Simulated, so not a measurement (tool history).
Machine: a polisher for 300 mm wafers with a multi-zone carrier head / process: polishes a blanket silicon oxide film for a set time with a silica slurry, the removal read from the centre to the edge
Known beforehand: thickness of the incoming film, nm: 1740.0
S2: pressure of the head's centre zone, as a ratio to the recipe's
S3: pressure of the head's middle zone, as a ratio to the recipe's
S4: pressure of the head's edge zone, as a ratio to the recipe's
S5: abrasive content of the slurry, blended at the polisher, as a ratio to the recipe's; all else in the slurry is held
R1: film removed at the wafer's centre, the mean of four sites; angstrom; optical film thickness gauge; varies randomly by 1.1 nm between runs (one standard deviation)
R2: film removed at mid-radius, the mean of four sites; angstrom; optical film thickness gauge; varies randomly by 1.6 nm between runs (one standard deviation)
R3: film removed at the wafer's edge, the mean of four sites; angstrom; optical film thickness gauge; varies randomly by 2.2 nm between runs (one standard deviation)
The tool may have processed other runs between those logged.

run 1 day=0.000 | flow_of_slurry_(ml/min)=155 S2=1.00 S3=1.00 S4=1.00 S5=1.00 polishing_time_(s)=75 | R1=1975.2 R2=1936.4 R3=1944.7
run 2 day=0.325 | flow_of_slurry_(ml/min)=155 S2=1.00 S3=1.00 S4=1.04 S5=1.00 polishing_time_(s)=75 | R1=1973.0 R2=1911.6 R3=1930.1
run 3 day=0.458 | flow_of_slurry_(ml/min)=155 S2=1.00 S3=1.00 S4=1.04 S5=1.10 polishing_time_(s)=75 | R1=2045.5 R2=2007.8 R3=2027.2
run 4 day=0.617 | flow_of_slurry_(ml/min)=155 S2=1.08 S3=1.00 S4=1.04 S5=1.10 polishing_time_(s)=75 | R1=2241.5 R2=1980.5 R3=2044.5
run 5 day=0.846 | flow_of_slurry_(ml/min)=155 S2=1.08 S3=1.00 S4=1.09 S5=1.10 polishing_time_(s)=75 | R1=2222.7 R2=2007.9 R3=2100.2
run 6 day=1.175 | flow_of_slurry_(ml/min)=155 S2=1.08 S3=1.03 S4=1.09 S5=1.10 polishing_time_(s)=75 | R1=2246.6 R2=2058.8 R3=2068.6
run 7 day=1.354 | flow_of_slurry_(ml/min)=145 S2=1.04 S3=1.04 S4=1.04 S5=1.00 polishing_time_(s)=75 | R1=2011.6 R2=1945.7 R3=1920.8

Run 8 comes next. What will it give?
run 8 day=1.396 | flow_of_slurry_(ml/min)=135 S2=1.02 S3=1.06 S4=1.00 S5=0.95 polishing_time_(s)=75 | R1=? R2=? R3=?

{"run 8": {"R1": 1901.1, "R2": 1916.6, "R3": 1823.2}}

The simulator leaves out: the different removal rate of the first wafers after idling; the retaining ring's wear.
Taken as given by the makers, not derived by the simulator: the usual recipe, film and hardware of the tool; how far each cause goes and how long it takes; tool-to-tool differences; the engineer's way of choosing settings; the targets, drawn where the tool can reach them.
